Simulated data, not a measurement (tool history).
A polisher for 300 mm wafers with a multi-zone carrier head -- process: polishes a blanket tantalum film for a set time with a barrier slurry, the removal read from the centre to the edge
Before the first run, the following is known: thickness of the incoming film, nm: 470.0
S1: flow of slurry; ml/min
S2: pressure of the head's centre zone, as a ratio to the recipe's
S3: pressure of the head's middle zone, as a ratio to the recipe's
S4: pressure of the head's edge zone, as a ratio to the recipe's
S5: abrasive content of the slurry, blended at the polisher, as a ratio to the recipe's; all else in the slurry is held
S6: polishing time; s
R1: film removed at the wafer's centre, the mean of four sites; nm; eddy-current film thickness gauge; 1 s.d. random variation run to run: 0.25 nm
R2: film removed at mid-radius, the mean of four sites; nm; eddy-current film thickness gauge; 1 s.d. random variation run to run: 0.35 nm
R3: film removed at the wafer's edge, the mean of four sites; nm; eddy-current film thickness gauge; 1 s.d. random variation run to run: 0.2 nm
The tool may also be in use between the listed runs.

| run | hour | S1 | S2 | S3 | S4 | S5 | S6 | R1 | R2 | R3 |
|---|---|---|---|---|---|---|---|---|---|---|
| 1 | 0.0 | 185 | 1.00 | 1.00 | 1.00 | 1.00 | 43 | 41.690 | 41.777 | 41.390 |
| 2 | 7.5 | 175 | 1.00 | 1.01 | 0.96 | 0.90 | 43 | 39.225 | 40.072 | 38.243 |
| 3 | 16.1 | 165 | 1.00 | 1.01 | 0.92 | 0.90 | 43 | 38.822 | 39.825 | 37.458 |
| 4 | 20.1 | 165 | 1.00 | 1.01 | 0.85 | 0.90 | 43 | 38.487 | 39.434 | 36.040 |
| 5 | 21.3 | 155 | 1.01 | 1.01 | 0.84 | 0.85 | 43 | 37.166 | 38.466 | 34.685 |
| 6 | 25.5 | 130 | 1.01 | 1.01 | 0.84 | 0.85 | 43 | 35.456 | 36.643 | 34.053 |
| 7 | 29.6 | 130 | 1.02 | 1.01 | 0.83 | 0.85 | 43 | 36.021 | 36.745 | 33.634 |

Estimate the outcome of run 8 from the log above:
| 8 | 31.5 | 130 | 1.03 | 1.01 | 0.83 | 0.85 | 43 | ? | ? | ? |

Run 8 gave R1 36.496 nm, R2 37.054 nm, R3 33.743 nm.
